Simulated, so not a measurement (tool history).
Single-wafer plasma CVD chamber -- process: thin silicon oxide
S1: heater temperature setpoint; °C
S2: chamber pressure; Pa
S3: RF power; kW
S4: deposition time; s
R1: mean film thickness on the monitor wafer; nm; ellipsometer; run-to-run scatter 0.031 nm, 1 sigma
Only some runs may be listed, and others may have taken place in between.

Run 1, day 0.000: S1 400 °C, S2 86.4 Pa, S3 0.355 kW, S4 6.50 s. Result: R1 10.8770 nm.
Run 2, day 0.254: S1 400 °C, S2 86.4 Pa, S3 0.355 kW, S4 6.50 s. Result: R1 10.8690 nm.
Run 3, day 0.525: S1 400 °C, S2 78.8 Pa, S3 0.355 kW, S4 6.50 s. Result: R1 9.9599 nm.
Run 4, day 0.696: S1 400 °C, S2 71.1 Pa, S3 0.355 kW, S4 6.50 s. Result: R1 9.0164 nm.
Run 5, day 0.875: S1 400 °C, S2 71.1 Pa, S3 0.380 kW, S4 6.50 s. Result: R1 9.3871 nm.
Run 6, day 1.112: S1 400 °C, S2 71.1 Pa, S3 0.380 kW, S4 6.21 s. Result: R1 8.9198 nm.
Run 7, day 1.404: S1 400 °C, S2 68.1 Pa, S3 0.380 kW, S4 6.21 s. Result: R1 8.5787 nm.

Run 8 comes next. What will it give?
Run 8, day 1.562: S1 400 °C, S2 66.1 Pa, S3 0.380 kW, S4 6.21 s. Result: R1 ?.

{"run 8": {"R1": 8.4048}}

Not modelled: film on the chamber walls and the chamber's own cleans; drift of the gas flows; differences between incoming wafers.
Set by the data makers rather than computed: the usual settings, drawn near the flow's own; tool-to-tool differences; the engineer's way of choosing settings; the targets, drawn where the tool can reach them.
